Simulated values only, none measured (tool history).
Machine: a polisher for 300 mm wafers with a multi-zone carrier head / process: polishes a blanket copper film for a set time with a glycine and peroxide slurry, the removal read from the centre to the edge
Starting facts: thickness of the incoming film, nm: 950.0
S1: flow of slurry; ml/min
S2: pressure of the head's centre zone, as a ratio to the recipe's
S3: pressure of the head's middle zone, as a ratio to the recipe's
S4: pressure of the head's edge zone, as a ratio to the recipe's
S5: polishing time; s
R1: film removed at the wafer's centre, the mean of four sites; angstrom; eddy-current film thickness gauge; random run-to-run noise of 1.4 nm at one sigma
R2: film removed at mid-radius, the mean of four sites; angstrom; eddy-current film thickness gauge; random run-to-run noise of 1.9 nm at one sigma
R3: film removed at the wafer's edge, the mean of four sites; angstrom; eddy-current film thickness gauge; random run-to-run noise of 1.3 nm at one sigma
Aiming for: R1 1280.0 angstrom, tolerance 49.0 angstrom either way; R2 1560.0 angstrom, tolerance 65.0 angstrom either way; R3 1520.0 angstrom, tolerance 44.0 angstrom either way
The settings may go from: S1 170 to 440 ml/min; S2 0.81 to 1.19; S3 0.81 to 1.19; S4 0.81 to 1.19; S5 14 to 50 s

run	hour	S1	S2	S3	S4	S5	R1	R2	R3
1	0.0	280	1.00	1.00	1.00	32	1412.6	1565.5	1548.4
2	3.9	270	0.98	1.00	1.00	32	1390.6	1569.9	1551.9
3	6.7	265	0.96	1.00	0.99	32	1387.7	1586.6	1534.6
4	13.9	265	0.94	1.00	1.00	32	1337.1	1558.0	1524.6
5	22.5	265	0.94	1.00	1.00	38	1612.4	1865.8	1822.2
6	23.7	265	0.94	1.00	1.08	38	1607.6	1847.2	1876.0
7	31.7	260	0.92	0.99	1.05	36	1481.6	1747.3	1768.7
8	33.8	255	0.91	1.00	0.97	31	1265.0	1513.7	1457.4

5 candidate next runs follow, results not yet known. Just one meets every target within its allowed miss. Identify it.
A	35.9	235	0.92	1.14	0.87	31	?	?	?
B	35.9	210	0.82	1.02	0.83	35	?	?	?
C	35.9	255	0.86	0.97	1.04	33	?	?	?
D	35.9	285	0.90	1.01	1.03	31	?	?	?
E	35.9	170	1.02	1.00	0.99	30	?	?	?

move	R1	R2	R3
A	1274.2	1653.9	1390.2
B	1297.9	1686.4	1530.1
C	1295.9	1554.6	1608.1
D	1275.5	1523.4	1514.6
E	1288.9	1389.6	1387.0
A: moves away from the targets compared with the last run
B: the worst result of the last run now meets its target, but another is out of spec
C: pushes the last run's worst result past its target
D: every result within its allowed miss
E: moves away from the targets compared with the last run
The right move is D.

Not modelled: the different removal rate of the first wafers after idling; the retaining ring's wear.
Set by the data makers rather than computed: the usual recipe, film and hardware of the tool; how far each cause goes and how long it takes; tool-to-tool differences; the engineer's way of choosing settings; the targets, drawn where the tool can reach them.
